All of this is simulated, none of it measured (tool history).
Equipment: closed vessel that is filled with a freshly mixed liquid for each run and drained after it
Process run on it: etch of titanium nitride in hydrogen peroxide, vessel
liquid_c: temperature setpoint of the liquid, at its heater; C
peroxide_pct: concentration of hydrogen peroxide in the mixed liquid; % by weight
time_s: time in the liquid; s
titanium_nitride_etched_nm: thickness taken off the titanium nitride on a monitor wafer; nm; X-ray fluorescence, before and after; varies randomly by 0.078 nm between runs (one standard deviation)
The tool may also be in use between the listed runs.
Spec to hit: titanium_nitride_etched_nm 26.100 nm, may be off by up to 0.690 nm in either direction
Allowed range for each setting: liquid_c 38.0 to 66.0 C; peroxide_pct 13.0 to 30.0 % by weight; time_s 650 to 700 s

run 1 hour=0.0 | liquid_c=54.0 peroxide_pct=24.0 time_s=650 | titanium_nitride_etched_nm=69.683
run 2 hour=3.1 | liquid_c=47.0 peroxide_pct=24.0 time_s=650 | titanium_nitride_etched_nm=42.240
run 3 hour=7.6 | liquid_c=42.5 peroxide_pct=24.0 time_s=650 | titanium_nitride_etched_nm=30.184
run 4 hour=8.6 | liquid_c=48.5 peroxide_pct=24.0 time_s=650 | titanium_nitride_etched_nm=46.857
run 5 hour=13.4 | liquid_c=48.5 peroxide_pct=24.0 time_s=650 | titanium_nitride_etched_nm=47.132
run 6 hour=14.4 | liquid_c=48.5 peroxide_pct=21.5 time_s=650 | titanium_nitride_etched_nm=45.921
run 7 hour=15.7 | liquid_c=47.5 peroxide_pct=21.5 time_s=650 | titanium_nitride_etched_nm=42.581
run 8 hour=17.3 | liquid_c=46.5 peroxide_pct=21.5 time_s=650 | titanium_nitride_etched_nm=39.823
run 9 hour=18.9 | liquid_c=45.5 peroxide_pct=21.5 time_s=650 | titanium_nitride_etched_nm=36.864
run 10 hour=26.5 | liquid_c=39.5 peroxide_pct=21.5 time_s=650 | titanium_nitride_etched_nm=23.422
run 11 hour=32.5 | liquid_c=40.5 peroxide_pct=21.5 time_s=650 | titanium_nitride_etched_nm=25.236

Of the 4 settings listed for the next run, only one would bring every result within its allowed miss of target. Which one?
run A hour=38.5 | liquid_c=39.5 peroxide_pct=24.0 time_s=650 | titanium_nitride_etched_nm=?
run B hour=38.5 | liquid_c=39.0 peroxide_pct=29.5 time_s=650 | titanium_nitride_etched_nm=?
run C hour=38.5 | liquid_c=39.0 peroxide_pct=30.0 time_s=650 | titanium_nitride_etched_nm=?
run D hour=38.5 | liquid_c=41.0 peroxide_pct=21.0 time_s=650 | titanium_nitride_etched_nm=?

move=A titanium_nitride_etched_nm=24.053
move=B titanium_nitride_etched_nm=24.214
move=C titanium_nitride_etched_nm=24.304
move=D titanium_nitride_etched_nm=26.222
A: moves away from the targets compared with the last run
B: moves away from the targets compared with the last run
C: moves away from the targets compared with the last run
D: in spec on every target
D meets every target.
